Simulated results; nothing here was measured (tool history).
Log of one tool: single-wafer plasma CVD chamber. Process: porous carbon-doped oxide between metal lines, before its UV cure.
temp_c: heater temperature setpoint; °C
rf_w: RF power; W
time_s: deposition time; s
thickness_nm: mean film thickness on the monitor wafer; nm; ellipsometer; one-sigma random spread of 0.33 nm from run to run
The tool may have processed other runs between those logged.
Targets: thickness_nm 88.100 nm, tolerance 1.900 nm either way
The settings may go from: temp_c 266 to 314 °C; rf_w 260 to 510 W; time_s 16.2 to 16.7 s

run,hour,temp_c,rf_w,time_s,thickness_nm
1,0.0,290,385,16.2,71.064
2,4.6,286,395,16.2,74.424
3,11.4,276,395,16.2,79.795
4,16.6,276,395,16.2,79.688
5,24.7,274,400,16.2,81.475
6,33.4,274,400,16.2,81.893
7,38.9,273,400,16.2,82.245
8,47.5,272,405,16.2,83.654
9,53.0,271,405,16.2,84.365
10,55.6,270,405,16.2,85.351
11,62.6,269,405,16.2,85.340

Exercise: of the 4 proposed moves below, exactly one satisfies all targets within the stated allowed misses. Which move is it?
A,69.6,270,390,16.3,?
B,69.6,271,425,16.4,?
C,69.6,268,375,16.6,?
D,69.6,272,410,16.2,?

move,thickness_nm
A,83.385
B,87.930
C,84.025
D,84.278
A: its largest miss is bigger than the last run's
B: every result within its allowed miss
C: its largest miss is bigger than the last run's
D: its largest miss is bigger than the last run's
Correct choice: B, which meets every target
